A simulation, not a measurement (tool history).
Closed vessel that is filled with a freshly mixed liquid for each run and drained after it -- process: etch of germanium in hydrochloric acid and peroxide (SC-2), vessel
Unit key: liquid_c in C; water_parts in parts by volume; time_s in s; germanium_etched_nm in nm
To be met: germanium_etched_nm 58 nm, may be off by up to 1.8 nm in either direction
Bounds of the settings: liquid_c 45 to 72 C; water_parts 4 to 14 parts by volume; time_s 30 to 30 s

Run 1, hour 0: liquid_c 61 C, water_parts 7.5 parts by volume, time_s 30 s. Result: germanium_etched_nm 73.208 nm.
Run 2, hour 6.6: liquid_c 59.5 C, water_parts 7.5 parts by volume, time_s 30 s. Result: germanium_etched_nm 70.212 nm.
Run 3, hour 11.5: liquid_c 56 C, water_parts 7.5 parts by volume, time_s 30 s. Result: germanium_etched_nm 63.592 nm.
Run 4, hour 14.8: liquid_c 56 C, water_parts 7.5 parts by volume, time_s 30 s. Result: germanium_etched_nm 63.614 nm.
Run 5, hour 16.1: liquid_c 55.5 C, water_parts 7.5 parts by volume, time_s 30 s. Result: germanium_etched_nm 62.485 nm.
Run 6, hour 19.8: liquid_c 58 C, water_parts 7.5 parts by volume, time_s 30 s. Result: germanium_etched_nm 67.449 nm.
Run 7, hour 23.2: liquid_c 57 C, water_parts 7.5 parts by volume, time_s 30 s. Result: germanium_etched_nm 65.346 nm.
Run 8, hour 27.2: liquid_c 56.5 C, water_parts 7.5 parts by volume, time_s 30 s. Result: germanium_etched_nm 64.614 nm.
Run 9, hour 33.6: liquid_c 56 C, water_parts 7.5 parts by volume, time_s 30 s. Result: germanium_etched_nm 63.258 nm.
Run 10, hour 34.4: liquid_c 55.5 C, water_parts 7.5 parts by volume, time_s 30 s. Result: germanium_etched_nm 62.853 nm.
Run 11, hour 37: liquid_c 55 C, water_parts 7.5 parts by volume, time_s 30 s. Result: germanium_etched_nm 61.281 nm.
Run 12, hour 41.4: liquid_c 54.5 C, water_parts 7.5 parts by volume, time_s 30 s. Result: germanium_etched_nm 60.173 nm.

Pick the move, out of 4, that brings all results within their allowed miss; only one does.
Run A, hour 45.8: liquid_c 53.5 C, water_parts 8.5 parts by volume, time_s 30 s. Result: germanium_etched_nm ?.
Run B, hour 45.8: liquid_c 55.5 C, water_parts 6.5 parts by volume, time_s 30 s. Result: germanium_etched_nm ?.
Run C, hour 45.8: liquid_c 56.5 C, water_parts 8 parts by volume, time_s 30 s. Result: germanium_etched_nm ?.
Run D, hour 45.8: liquid_c 50.5 C, water_parts 7 parts by volume, time_s 30 s. Result: germanium_etched_nm ?.

move  germanium_etched_nm
   A               57.301
   B               62.031
   C               63.116
   D               52.836
A: all results land within tolerance of their targets
B: misses by more than the last run did
C: misses by more than the last run did
D: takes the result that was furthest off past its target
The right move is A.

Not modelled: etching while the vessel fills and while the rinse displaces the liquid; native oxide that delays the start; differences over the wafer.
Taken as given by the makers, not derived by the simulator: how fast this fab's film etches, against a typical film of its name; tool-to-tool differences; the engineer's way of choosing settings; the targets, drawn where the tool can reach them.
